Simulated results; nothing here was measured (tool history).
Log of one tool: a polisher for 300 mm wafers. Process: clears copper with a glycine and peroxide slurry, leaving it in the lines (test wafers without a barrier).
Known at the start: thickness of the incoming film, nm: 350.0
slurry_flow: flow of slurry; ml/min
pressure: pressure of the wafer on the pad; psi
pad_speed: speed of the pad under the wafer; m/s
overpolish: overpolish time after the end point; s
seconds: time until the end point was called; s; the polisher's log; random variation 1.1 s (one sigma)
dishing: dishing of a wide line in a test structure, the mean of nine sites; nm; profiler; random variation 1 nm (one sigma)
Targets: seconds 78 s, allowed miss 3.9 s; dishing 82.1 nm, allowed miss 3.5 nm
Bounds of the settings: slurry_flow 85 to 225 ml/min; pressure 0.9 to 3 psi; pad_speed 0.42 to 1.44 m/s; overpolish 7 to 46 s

Run 1, hour 0: slurry_flow 145 ml/min, pressure 1.9 psi, pad_speed 0.92 m/s, overpolish 24 s. Result: seconds 81.76 s, dishing 67.895 nm.
Run 2, hour 5.4: slurry_flow 145 ml/min, pressure 1.9 psi, pad_speed 0.92 m/s, overpolish 15 s. Result: seconds 79.465 s, dishing 45.813 nm.
Run 3, hour 7.4: slurry_flow 145 ml/min, pressure 1.9 psi, pad_speed 0.92 m/s, overpolish 17 s. Result: seconds 81.622 s, dishing 50.864 nm.
Run 4, hour 10.1: slurry_flow 145 ml/min, pressure 2.4 psi, pad_speed 0.92 m/s, overpolish 17 s. Result: seconds 68.724 s, dishing 59.495 nm.
Run 5, hour 13.9: slurry_flow 145 ml/min, pressure 2.4 psi, pad_speed 0.9 m/s, overpolish 18 s. Result: seconds 70.411 s, dishing 59.353 nm.
Run 6, hour 21.4: slurry_flow 145 ml/min, pressure 2.4 psi, pad_speed 0.9 m/s, overpolish 19 s. Result: seconds 69.133 s, dishing 62.528 nm.
Run 7, hour 29.3: slurry_flow 145 ml/min, pressure 2.4 psi, pad_speed 0.9 m/s, overpolish 20 s. Result: seconds 71.137 s, dishing 65.991 nm.
Run 8, hour 33: slurry_flow 145 ml/min, pressure 2.4 psi, pad_speed 0.9 m/s, overpolish 21 s. Result: seconds 68.732 s, dishing 69.971 nm.
Run 9, hour 35.7: slurry_flow 145 ml/min, pressure 2.4 psi, pad_speed 0.9 m/s, overpolish 22 s. Result: seconds 69.337 s, dishing 72.074 nm.
Run 10, hour 39: slurry_flow 145 ml/min, pressure 2.4 psi, pad_speed 0.9 m/s, overpolish 22 s. Result: seconds 70.486 s, dishing 70.854 nm.
Run 11, hour 39.7: slurry_flow 145 ml/min, pressure 2.4 psi, pad_speed 0.9 m/s, overpolish 23 s. Result: seconds 69.273 s, dishing 73.691 nm.
Run 12, hour 40.5: slurry_flow 145 ml/min, pressure 2.4 psi, pad_speed 0.9 m/s, overpolish 24 s. Result: seconds 68.624 s, dishing 74.19 nm.
Run 13, hour 44.5: slurry_flow 145 ml/min, pressure 2.4 psi, pad_speed 0.9 m/s, overpolish 25 s. Result: seconds 68.7 s, dishing 77.079 nm.
Run 14, hour 50.7: slurry_flow 145 ml/min, pressure 2.4 psi, pad_speed 0.9 m/s, overpolish 26 s. Result: seconds 67.544 s, dishing 80.276 nm.

Which of these 4 next moves meets every target?
Run A, hour 56.9: slurry_flow 145 ml/min, pressure 2.2 psi, pad_speed 0.82 m/s, overpolish 30 s. Result: seconds ?, dishing ?.
Run B, hour 56.9: slurry_flow 150 ml/min, pressure 2.5 psi, pad_speed 1.16 m/s, overpolish 20 s. Result: seconds ?, dishing ?.
Run C, hour 56.9: slurry_flow 185 ml/min, pressure 1.9 psi, pad_speed 1.06 m/s, overpolish 32 s. Result: seconds ?, dishing ?.
Run D, hour 56.9: slurry_flow 165 ml/min, pressure 1.9 psi, pad_speed 0.82 m/s, overpolish 40 s. Result: seconds ?, dishing ?.

move  seconds  dishing
   A   80.295   81.919
   B   55.196   79.582
   C   70.205   90.895
   D   86.649   93.334
A: meets every target
B: further off than the last run
C: nearer than the last run, and not there yet
D: takes the result that was furthest off past its target
The right move is A.

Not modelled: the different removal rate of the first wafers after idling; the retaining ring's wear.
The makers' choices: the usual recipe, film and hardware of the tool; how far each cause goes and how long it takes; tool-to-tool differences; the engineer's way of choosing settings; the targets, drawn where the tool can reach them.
